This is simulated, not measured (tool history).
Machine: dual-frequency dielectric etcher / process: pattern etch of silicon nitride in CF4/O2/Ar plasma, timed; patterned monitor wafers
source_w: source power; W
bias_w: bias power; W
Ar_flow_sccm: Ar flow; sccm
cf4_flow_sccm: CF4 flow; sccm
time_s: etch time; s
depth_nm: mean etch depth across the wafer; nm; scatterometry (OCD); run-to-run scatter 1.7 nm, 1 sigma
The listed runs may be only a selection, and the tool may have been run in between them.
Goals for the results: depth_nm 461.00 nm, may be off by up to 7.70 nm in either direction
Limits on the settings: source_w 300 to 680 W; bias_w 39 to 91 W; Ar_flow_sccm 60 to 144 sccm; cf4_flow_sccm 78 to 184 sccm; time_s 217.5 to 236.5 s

run  hour  source_w  bias_w  Ar_flow_sccm  cf4_flow_sccm  time_s  depth_nm
  1   0.0       490      65           102            131   236.5    532.00
  2   8.6       470      65           102            131   236.5    506.84
  3  17.3       470      70           102            131   236.5    523.27
  4  23.1       470      78           102            131   236.5    551.59
  5  25.8       450      78           102            131   236.5    524.08
  6  32.4       430      78           102            131   236.5    498.49
  7  40.8       420      78           102            131   236.5    485.47
  8  47.3       390      78           102            131   236.5    449.05

Next run, 4 choices. One meets every target within its allowed miss, the rest don't. Which?
  A  53.8       410      80            92            105   231.0         ?
  B  53.8       410      81            96            121   220.5         ?
  C  53.8       370      81            94            139   236.5         ?
  D  53.8       380      84           116            126   236.5         ?

move  depth_nm
   A    462.47
   B    448.79
   C    436.50
   D    443.98
A: hits every target within its allowed miss
B: just as far off the targets as the last run
C: moves away from the targets compared with the last run
D: moves away from the targets compared with the last run
A meets every target.

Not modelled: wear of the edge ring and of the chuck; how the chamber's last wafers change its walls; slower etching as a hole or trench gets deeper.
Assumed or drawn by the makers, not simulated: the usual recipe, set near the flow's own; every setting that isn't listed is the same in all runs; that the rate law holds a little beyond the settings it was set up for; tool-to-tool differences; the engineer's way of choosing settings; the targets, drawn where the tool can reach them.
